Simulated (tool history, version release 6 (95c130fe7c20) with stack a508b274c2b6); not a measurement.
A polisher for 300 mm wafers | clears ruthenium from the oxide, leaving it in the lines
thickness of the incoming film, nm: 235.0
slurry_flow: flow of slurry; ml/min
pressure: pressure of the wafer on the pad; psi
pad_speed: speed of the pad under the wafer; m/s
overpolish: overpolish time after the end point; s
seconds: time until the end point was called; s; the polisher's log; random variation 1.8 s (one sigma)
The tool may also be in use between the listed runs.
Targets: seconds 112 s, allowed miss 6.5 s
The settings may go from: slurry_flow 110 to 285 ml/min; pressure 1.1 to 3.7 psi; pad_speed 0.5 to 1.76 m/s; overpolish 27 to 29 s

run	hour	slurry_flow	pressure	pad_speed	overpolish	seconds
1	0	180	2.4	1.12	27	161.98
2	1	180	2.5	1.12	27	156.06
3	3.7	180	2.6	1.12	27	148.34
4	8.1	180	2.4	1.12	27	152.72
# hour 10: worn pad replaced by a new one
5	10	180	2.5	1.14	27	138.22
6	17.8	200	2.5	1.14	27	137.72
7	20.9	205	2.5	1.14	27	132
8	24.9	210	2.5	1.14	27	131.36
9	32.2	210	2.5	1.14	27	134.21
10	37.8	215	2.5	1.14	27	133.34
11	40.2	220	2.5	1.14	27	132.47
12	44.9	225	2.5	1.14	27	134.4
13	52.7	235	2.7	1.14	27	120.04
14	56	245	2.8	1.14	27	121.45

4 next moves are on the table. One of them brings every result within its allowed miss. Which?
A	59.3	220	2.4	1.18	29	?
B	59.3	285	2.2	1.5	27	?
C	59.3	245	2.7	1.08	27	?
D	59.3	230	2.9	1	27	?

move	seconds
A	137.68
B	115.19
C	132.08
D	133.72
A: further off than the last run
B: meets every target
C: further off than the last run
D: further off than the last run
Answer: B
